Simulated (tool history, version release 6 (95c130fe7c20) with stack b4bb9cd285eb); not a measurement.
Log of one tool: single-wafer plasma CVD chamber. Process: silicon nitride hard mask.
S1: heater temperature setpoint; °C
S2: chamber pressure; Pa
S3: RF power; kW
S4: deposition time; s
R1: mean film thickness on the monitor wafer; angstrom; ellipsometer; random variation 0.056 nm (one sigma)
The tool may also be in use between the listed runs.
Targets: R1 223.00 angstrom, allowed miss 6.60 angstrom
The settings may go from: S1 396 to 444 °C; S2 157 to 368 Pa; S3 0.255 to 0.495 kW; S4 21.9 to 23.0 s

{"run": 1, "hour": 0.0, "S1": 420, "S2": 263, "S3": 0.375, "S4": 23.0, "R1": 306.89}
{"run": 2, "hour": 3.7, "S1": 425, "S2": 263, "S3": 0.375, "S4": 23.0, "R1": 305.41}
{"run": 3, "hour": 6.2, "S1": 425, "S2": 263, "S3": 0.375, "S4": 23.0, "R1": 304.58}
{"run": 4, "hour": 8.9, "S1": 425, "S2": 263, "S3": 0.4, "S4": 23.0, "R1": 322.98}
{"run": 5, "hour": 16.5, "S1": 425, "S2": 307, "S3": 0.4, "S4": 23.0, "R1": 333.37}
{"run": 6, "hour": 24.3, "S1": 425, "S2": 280, "S3": 0.4, "S4": 23.0, "R1": 327.85}
{"run": 7, "hour": 29.3, "S1": 425, "S2": 267, "S3": 0.355, "S4": 22.7, "R1": 286.61}
{"run": 8, "hour": 36.0, "S1": 425, "S2": 257, "S3": 0.33, "S4": 22.5, "R1": 260.56}
{"run": 9, "hour": 39.1, "S1": 425, "S2": 245, "S3": 0.315, "S4": 22.4, "R1": 244.97}
{"run": 10, "hour": 41.5, "S1": 425, "S2": 232, "S3": 0.31, "S4": 22.4, "R1": 237.16}
{"run": 11, "hour": 47.5, "S1": 425, "S2": 223, "S3": 0.31, "S4": 22.4, "R1": 233.88}
{"run": 12, "hour": 49.8, "S1": 425, "S2": 216, "S3": 0.31, "S4": 22.4, "R1": 233.86}
{"run": 13, "hour": 56.2, "S1": 425, "S2": 209, "S3": 0.31, "S4": 22.4, "R1": 230.01}

5 next moves are on the table. One of them brings every result within its allowed miss. Which?
{"run": "A", "hour": 62.6, "S1": 424, "S2": 211, "S3": 0.325, "S4": 22.1, "R1": "?"}
{"run": "B", "hour": 62.6, "S1": 426, "S2": 225, "S3": 0.305, "S4": 23.0, "R1": "?"}
{"run": "C", "hour": 62.6, "S1": 412, "S2": 279, "S3": 0.305, "S4": 21.9, "R1": "?"}
{"run": "D", "hour": 62.6, "S1": 428, "S2": 207, "S3": 0.31, "S4": 21.9, "R1": "?"}
{"run": "E", "hour": 62.6, "S1": 420, "S2": 245, "S3": 0.305, "S4": 22.5, "R1": "?"}

move=A R1=240.30
move=B R1=236.49
move=C R1=238.84
move=D R1=224.35
move=E R1=237.02
A: further off than the last run
B: further off than the last run
C: further off than the last run
D: meets every target
E: further off than the last run
Move D is the one to make.

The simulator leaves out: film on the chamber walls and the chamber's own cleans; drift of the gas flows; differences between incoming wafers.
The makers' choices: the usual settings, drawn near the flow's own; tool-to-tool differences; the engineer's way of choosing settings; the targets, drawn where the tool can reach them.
